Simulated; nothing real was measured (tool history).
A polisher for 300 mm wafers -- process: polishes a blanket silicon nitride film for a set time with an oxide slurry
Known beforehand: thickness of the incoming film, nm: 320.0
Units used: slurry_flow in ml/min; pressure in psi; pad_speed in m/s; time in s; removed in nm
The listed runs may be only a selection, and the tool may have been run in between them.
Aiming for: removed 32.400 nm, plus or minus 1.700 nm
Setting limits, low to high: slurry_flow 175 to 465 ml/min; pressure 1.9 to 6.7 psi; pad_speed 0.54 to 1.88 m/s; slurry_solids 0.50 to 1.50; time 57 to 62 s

run,hour,slurry_flow,pressure,pad_speed,slurry_solids,time,removed
1,0.0,295,4.3,1.20,1.00,62,44.477
2,2.3,230,4.3,1.20,1.00,62,43.318
3,9.0,230,4.3,1.04,1.00,62,38.070
4,15.0,230,4.3,1.04,1.00,57,35.986
5,20.5,230,4.3,1.14,1.00,57,38.491
6,23.0,230,4.2,1.14,1.00,57,37.217
7,25.9,230,4.2,1.14,1.00,57,37.637
8,30.0,230,4.1,1.14,1.00,57,37.715
9,32.2,230,4.0,1.14,1.00,57,36.063
10,36.1,230,3.9,1.14,1.00,57,34.345
11,42.7,230,3.8,1.14,1.00,57,33.922
12,48.2,230,3.7,1.14,1.00,57,34.850

Pick the move, out of 5, that brings all results within their allowed miss; only one does.
A,53.7,245,3.8,1.24,0.95,57,?
B,53.7,195,3.2,1.34,1.05,62,?
C,53.7,340,3.2,0.98,1.10,62,?
D,53.7,225,3.5,1.16,1.00,60,?
E,53.7,225,4.2,1.14,1.00,59,?

move,removed
A,37.169
B,38.019
C,32.141
D,35.138
E,39.009
A: the biggest miss grows against the last run
B: the biggest miss grows against the last run
C: meets every target
D: the biggest miss grows against the last run
E: the biggest miss grows against the last run
Answer: C

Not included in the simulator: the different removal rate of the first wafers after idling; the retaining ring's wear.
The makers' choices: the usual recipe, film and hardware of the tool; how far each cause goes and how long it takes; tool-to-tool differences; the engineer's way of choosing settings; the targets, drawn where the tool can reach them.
